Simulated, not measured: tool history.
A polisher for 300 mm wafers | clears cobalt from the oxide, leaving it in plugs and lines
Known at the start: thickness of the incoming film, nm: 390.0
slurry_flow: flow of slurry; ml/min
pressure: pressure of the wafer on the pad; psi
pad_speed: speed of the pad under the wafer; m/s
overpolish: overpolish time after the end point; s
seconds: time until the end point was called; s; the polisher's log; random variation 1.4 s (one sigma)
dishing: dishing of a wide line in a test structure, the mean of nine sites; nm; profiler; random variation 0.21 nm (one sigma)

run  hour  slurry_flow  pressure  pad_speed  overpolish  seconds  dishing
  1   0.0          195       2.4       1.14           9   51.750   37.682
  2   3.6          195       2.4       1.14          12   52.383   44.277
  3   6.4          155       2.4       1.14          12   53.000   43.243
  4  14.5          155       2.3       1.10          11   58.809   40.056
  5  17.8          155       2.3       1.38          11   49.015   43.106
  6  19.9          135       2.3       1.38          11   51.524   41.306

Run 7 comes next. What will it give?
  7  20.9          135       2.3       1.38          11        ?        ?

Run 7 gave seconds 50.520 s, dishing 42.051 nm.

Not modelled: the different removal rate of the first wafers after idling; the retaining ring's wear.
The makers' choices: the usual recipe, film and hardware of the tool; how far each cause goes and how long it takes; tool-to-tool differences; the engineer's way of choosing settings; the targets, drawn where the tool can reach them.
